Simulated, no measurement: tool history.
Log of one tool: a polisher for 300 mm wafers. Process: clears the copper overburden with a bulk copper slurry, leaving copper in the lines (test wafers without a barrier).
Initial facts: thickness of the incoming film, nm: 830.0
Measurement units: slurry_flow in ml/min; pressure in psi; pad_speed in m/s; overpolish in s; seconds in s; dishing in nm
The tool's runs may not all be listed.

run	hour	slurry_flow	pressure	pad_speed	slurry_solids	overpolish	seconds	dishing
1	0.0	295	2.2	1.06	1.00	12	114.47	49.781
2	5.8	220	2.2	1.06	1.00	12	118.26	50.756
3	9.6	220	2.2	1.06	1.00	8	118.32	36.282
4	16.5	220	1.7	1.06	1.00	8	154.88	29.079
5	20.0	220	1.7	1.06	1.15	8	144.36	30.541
6	23.3	220	1.7	0.80	1.15	8	184.06	23.709

Run 7 comes next. What will it give?
7	25.5	220	2.3	1.04	1.15	12	?	?

{"run 7": {"seconds": 109.06, "dishing": 52.323}}
